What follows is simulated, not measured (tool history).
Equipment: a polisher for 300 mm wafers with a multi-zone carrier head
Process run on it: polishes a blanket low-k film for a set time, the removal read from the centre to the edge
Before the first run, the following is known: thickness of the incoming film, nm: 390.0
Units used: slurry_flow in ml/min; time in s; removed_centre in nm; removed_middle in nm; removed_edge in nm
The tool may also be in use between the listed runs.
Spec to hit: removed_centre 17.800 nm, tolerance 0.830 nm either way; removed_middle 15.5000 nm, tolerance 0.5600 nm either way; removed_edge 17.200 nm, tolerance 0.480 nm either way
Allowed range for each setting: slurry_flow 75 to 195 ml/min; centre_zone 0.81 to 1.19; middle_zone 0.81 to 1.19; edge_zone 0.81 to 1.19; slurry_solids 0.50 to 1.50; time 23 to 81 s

run,hour,slurry_flow,centre_zone,middle_zone,edge_zone,slurry_solids,time,removed_centre,removed_middle,removed_edge
1,0.0,125,1.00,1.00,1.00,1.00,52,11.901,11.8720,12.431
2,6.2,135,1.03,1.00,1.04,1.10,52,13.243,12.4990,13.376
3,8.4,145,1.04,1.01,1.07,1.20,52,13.691,13.1960,13.972
4,17.1,145,1.04,1.01,1.07,1.20,39,10.323,9.7906,10.675
5,20.7,150,1.06,1.00,1.09,1.30,43,12.034,10.9920,11.945
6,29.0,150,1.06,1.00,1.09,1.40,43,12.239,11.4820,12.346
7,35.1,155,1.07,0.99,1.11,1.45,47,13.447,12.6690,13.684
8,38.5,155,1.09,0.98,1.12,1.45,50,15.085,13.2610,14.781
9,40.0,160,1.10,0.99,1.13,1.45,51,15.372,13.7470,15.353
10,48.2,165,1.12,1.01,1.14,1.45,52,16.024,14.3490,15.592
11,54.0,170,1.13,1.01,1.15,1.45,53,16.790,14.9450,15.910
12,62.9,170,1.13,1.00,1.16,1.45,54,17.111,14.5490,16.261
13,66.8,170,1.13,1.00,1.17,1.45,54,16.895,14.9360,16.113

4 next moves are on the table. One of them brings every result within its allowed miss. Which?
A,70.7,190,1.11,0.99,1.15,1.40,57,?,?,?
B,70.7,160,1.08,0.94,1.13,1.40,55,?,?,?
C,70.7,195,1.08,1.06,1.19,1.40,54,?,?,?
D,70.7,160,1.14,1.01,1.19,1.50,52,?,?,?

move,removed_centre,removed_middle,removed_edge
A,17.310,15.6250,17.419
B,15.783,14.1340,16.358
C,16.024,15.6560,16.830
D,16.108,14.4120,16.220
A: every result within its allowed miss
B: moves away from the targets compared with the last run
C: meets the target for the result that was furthest off, but another lies outside its allowed miss
D: an improvement on the last run, though not all results are within tolerance
Move A is the one to make.

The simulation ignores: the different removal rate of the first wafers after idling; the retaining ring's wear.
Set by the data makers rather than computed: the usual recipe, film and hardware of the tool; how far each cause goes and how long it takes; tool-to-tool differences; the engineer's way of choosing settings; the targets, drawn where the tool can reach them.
